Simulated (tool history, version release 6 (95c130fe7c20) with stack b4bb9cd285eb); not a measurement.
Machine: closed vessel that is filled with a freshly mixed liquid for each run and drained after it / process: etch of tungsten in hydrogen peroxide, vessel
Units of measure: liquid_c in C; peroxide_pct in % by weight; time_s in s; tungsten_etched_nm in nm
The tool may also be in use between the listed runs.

run	hour	liquid_c	peroxide_pct	time_s	tungsten_etched_nm
1	0.0	44.0	22.0	30	27.438
2	1.1	48.5	22.0	30	36.396
3	2.7	51.5	22.0	30	43.608
4	9.5	54.0	22.0	30	50.573
5	12.7	55.0	22.0	30	53.441
6	20.6	55.0	17.5	30	47.985
7	28.1	55.0	17.5	30	48.206

Estimate the outcome of run 8 from the log above:
8	35.3	56.5	17.5	30	?

{"run 8": {"tungsten_etched_nm": 52.177}}
